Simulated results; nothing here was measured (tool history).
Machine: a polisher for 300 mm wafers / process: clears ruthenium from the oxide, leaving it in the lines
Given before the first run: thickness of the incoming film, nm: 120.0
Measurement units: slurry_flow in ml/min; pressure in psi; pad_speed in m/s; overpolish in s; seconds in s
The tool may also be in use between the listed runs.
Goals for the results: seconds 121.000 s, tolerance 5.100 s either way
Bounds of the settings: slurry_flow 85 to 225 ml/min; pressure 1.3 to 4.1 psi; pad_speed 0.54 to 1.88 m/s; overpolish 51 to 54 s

run,hour,slurry_flow,pressure,pad_speed,overpolish,seconds
1,0.0,145,2.7,1.20,51,83.817
2,1.2,140,2.4,1.20,51,94.062
3,4.5,140,2.2,1.20,51,102.170
4,13.3,140,2.2,1.10,51,109.280
5,21.7,140,2.5,1.10,51,97.582
6,27.3,140,2.7,1.10,51,90.240
7,31.9,140,2.5,1.10,51,97.368
8,39.0,140,2.3,1.10,51,106.590
# hour 46.4: slurry nozzle cleaned
9,46.4,140,2.2,1.10,51,106.180
10,53.2,130,1.7,1.08,51,140.220
11,59.6,140,1.8,1.08,51,129.430

Exactly one of the 5 candidate moves below puts every result within its allowed miss. Which one?
A,66.0,150,2.2,1.02,54,?
B,66.0,175,2.0,1.04,51,?
C,66.0,175,2.1,1.12,51,?
D,66.0,115,2.4,0.74,54,?
E,66.0,135,2.2,1.12,54,?

move,seconds
A,111.010
B,117.760
C,105.480
D,136.800
E,103.680
A: pushes the last run's worst result past its target
B: hits every target within its allowed miss
C: pushes the last run's worst result past its target
D: further off than the last run
E: pushes the last run's worst result past its target
Answer: B
